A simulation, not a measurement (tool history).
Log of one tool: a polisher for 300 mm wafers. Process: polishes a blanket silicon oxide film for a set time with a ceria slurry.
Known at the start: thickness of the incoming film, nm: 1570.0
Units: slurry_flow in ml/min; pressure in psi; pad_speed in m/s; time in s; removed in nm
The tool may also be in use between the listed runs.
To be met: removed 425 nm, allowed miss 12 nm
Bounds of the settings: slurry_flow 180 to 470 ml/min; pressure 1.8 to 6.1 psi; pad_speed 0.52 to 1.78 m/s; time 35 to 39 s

| run | hour | slurry_flow | pressure | pad_speed | time | removed |
|---|---|---|---|---|---|---|
| 1 | 0 | 300 | 3.9 | 1.14 | 39 | 248.98 |
| 2 | 6.9 | 300 | 3.9 | 1.14 | 35 | 221.13 |
| 3 | 14.3 | 300 | 4.2 | 1.16 | 35 | 245.43 |
| 4 | 18.6 | 300 | 4.2 | 1.3 | 35 | 274.36 |
| 5 | 22.3 | 300 | 4.5 | 1.3 | 35 | 289.81 |
| 6 | 23.9 | 300 | 4.7 | 1.3 | 35 | 302.11 |
| 7 | 25.7 | 305 | 5.8 | 1.32 | 35 | 378.57 |
| 8 | 30.1 | 305 | 5.8 | 1.34 | 35 | 379.63 |
| 9 | 33.9 | 305 | 5.8 | 1.36 | 35 | 386.3 |
| 10 | 41.9 | 305 | 6 | 1.38 | 35 | 400.26 |

Which of these 4 next moves meets every target?
| A | 49.9 | 320 | 5.9 | 1.3 | 35 | ? |
| B | 49.9 | 315 | 6 | 1.42 | 36 | ? |
| C | 49.9 | 280 | 5.8 | 1.36 | 37 | ? |
| D | 49.9 | 335 | 5.3 | 1.36 | 35 | ? |

| move | removed |
|---|---|
| A | 376.74 |
| B | 428.49 |
| C | 404.49 |
| D | 357.28 |
A: further off than the last run
B: meets every target
C: nearer than the last run, and not there yet
D: further off than the last run
The right move is B.
